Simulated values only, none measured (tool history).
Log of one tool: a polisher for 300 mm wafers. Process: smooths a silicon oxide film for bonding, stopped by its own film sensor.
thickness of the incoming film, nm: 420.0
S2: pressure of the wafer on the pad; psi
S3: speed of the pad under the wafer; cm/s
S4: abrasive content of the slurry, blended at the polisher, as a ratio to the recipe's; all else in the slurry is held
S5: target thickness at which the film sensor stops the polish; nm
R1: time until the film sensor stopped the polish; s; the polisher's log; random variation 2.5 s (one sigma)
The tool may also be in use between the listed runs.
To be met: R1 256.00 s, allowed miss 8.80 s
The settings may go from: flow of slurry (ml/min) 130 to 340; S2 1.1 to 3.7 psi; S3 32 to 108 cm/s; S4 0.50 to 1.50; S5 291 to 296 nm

{"run": 1, "hour": 0.0, "flow of slurry (ml/min)": 220, "S2": 2.4, "S3": 70, "S4": 1.0, "S5": 296, "R1": 181.55}
{"run": 2, "hour": 6.6, "flow of slurry (ml/min)": 220, "S2": 2.3, "S3": 70, "S4": 1.0, "S5": 296, "R1": 187.24}
{"run": 3, "hour": 7.7, "flow of slurry (ml/min)": 220, "S2": 2.2, "S3": 70, "S4": 1.0, "S5": 296, "R1": 193.53}
{"run": 4, "hour": 16.6, "flow of slurry (ml/min)": 200, "S2": 2.2, "S3": 70, "S4": 1.0, "S5": 296, "R1": 197.25}
{"run": 5, "hour": 23.4, "flow of slurry (ml/min)": 200, "S2": 2.1, "S3": 70, "S4": 1.0, "S5": 296, "R1": 203.39}
{"run": 6, "hour": 32.2, "flow of slurry (ml/min)": 200, "S2": 2.1, "S3": 70, "S4": 1.15, "S5": 296, "R1": 191.21}
{"run": 7, "hour": 36.2, "flow of slurry (ml/min)": 200, "S2": 2.1, "S3": 70, "S4": 1.15, "S5": 296, "R1": 192.77}
{"run": 8, "hour": 41.3, "flow of slurry (ml/min)": 195, "S2": 1.5, "S3": 68, "S4": 1.15, "S5": 296, "R1": 271.64}

Which of these 4 next moves meets every target?
{"run": "A", "hour": 46.4, "flow of slurry (ml/min)": 210, "S2": 1.9, "S3": 68, "S4": 1.0, "S5": 296, "R1": "?"}
{"run": "B", "hour": 46.4, "flow of slurry (ml/min)": 205, "S2": 2.1, "S3": 56, "S4": 1.2, "S5": 293, "R1": "?"}
{"run": "C", "hour": 46.4, "flow of slurry (ml/min)": 270, "S2": 1.6, "S3": 60, "S4": 1.15, "S5": 296, "R1": "?"}
{"run": "D", "hour": 46.4, "flow of slurry (ml/min)": 210, "S2": 1.8, "S3": 62, "S4": 1.05, "S5": 296, "R1": "?"}

move=A R1=228.52
move=B R1=225.28
move=C R1=271.25
move=D R1=251.63
A: takes the result that was furthest off past its target
B: takes the result that was furthest off past its target
C: as far off as the last run
D: meets every target
Move D is the one to make.

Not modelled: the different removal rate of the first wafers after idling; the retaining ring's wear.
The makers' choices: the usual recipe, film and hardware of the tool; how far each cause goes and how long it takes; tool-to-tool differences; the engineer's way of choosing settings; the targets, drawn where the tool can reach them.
